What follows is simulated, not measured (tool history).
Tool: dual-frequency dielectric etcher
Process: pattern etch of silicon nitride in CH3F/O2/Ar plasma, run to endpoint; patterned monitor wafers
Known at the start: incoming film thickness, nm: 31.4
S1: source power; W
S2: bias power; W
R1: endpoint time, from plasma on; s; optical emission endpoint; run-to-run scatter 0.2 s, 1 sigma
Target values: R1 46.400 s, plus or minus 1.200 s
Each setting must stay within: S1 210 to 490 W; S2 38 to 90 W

{"run": 1, "hour": 0.0, "S1": 350, "S2": 64, "R1": 52.894}
{"run": 2, "hour": 1.6, "S1": 380, "S2": 66, "R1": 50.234}
{"run": 3, "hour": 4.6, "S1": 380, "S2": 55, "R1": 53.404}
{"run": 4, "hour": 7.3, "S1": 330, "S2": 55, "R1": 56.971}
{"run": 5, "hour": 10.7, "S1": 370, "S2": 57, "R1": 52.89}
{"run": 6, "hour": 18.1, "S1": 390, "S2": 58, "R1": 51.669}
{"run": 7, "hour": 19.0, "S1": 410, "S2": 59, "R1": 50.121}
{"run": 8, "hour": 22.4, "S1": 420, "S2": 60, "R1": 49.366}

Which one of the following 5 next-run settings gets every result inside its allowed miss? There is exactly one.
{"run": "A", "hour": 25.8, "S1": 420, "S2": 62, "R1": "?"}
{"run": "B", "hour": 25.8, "S1": 460, "S2": 50, "R1": "?"}
{"run": "C", "hour": 25.8, "S1": 400, "S2": 61, "R1": "?"}
{"run": "D", "hour": 25.8, "S1": 420, "S2": 59, "R1": "?"}
{"run": "E", "hour": 25.8, "S1": 460, "S2": 63, "R1": "?"}

move=A R1=48.940
move=B R1=49.729
move=C R1=50.271
move=D R1=49.616
move=E R1=46.761
A: gains on the last run, yet a result remains outside its allowed miss
B: misses by more than the last run did
C: misses by more than the last run did
D: misses by more than the last run did
E: every result lands within tolerance
The right move is E.

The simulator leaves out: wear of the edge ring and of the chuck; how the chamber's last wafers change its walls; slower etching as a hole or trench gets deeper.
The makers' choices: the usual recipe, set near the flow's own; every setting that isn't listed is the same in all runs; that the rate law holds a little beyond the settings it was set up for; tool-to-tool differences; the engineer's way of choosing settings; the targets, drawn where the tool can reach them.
